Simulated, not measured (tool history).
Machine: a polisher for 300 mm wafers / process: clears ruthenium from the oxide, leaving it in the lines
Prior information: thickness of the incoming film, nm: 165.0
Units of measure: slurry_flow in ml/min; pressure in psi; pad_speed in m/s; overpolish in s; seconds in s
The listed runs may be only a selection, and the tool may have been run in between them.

run	hour	slurry_flow	pressure	pad_speed	overpolish	seconds
1	0.0	205	1.5	1.30	8	143.46
2	0.7	245	1.5	1.30	8	144.86
3	2.1	245	1.3	1.28	8	170.00
4	5.7	245	1.2	1.26	8	179.43
5	12.1	245	1.2	1.26	8	187.99
6	14.4	245	1.2	1.26	8	190.76
7	15.2	245	1.1	1.26	8	197.86

Run 8, settings as shown, results not yet in. Your forecast:
8	23.1	245	1.0	1.24	8	?

Run 8 produced seconds 224.11 s.
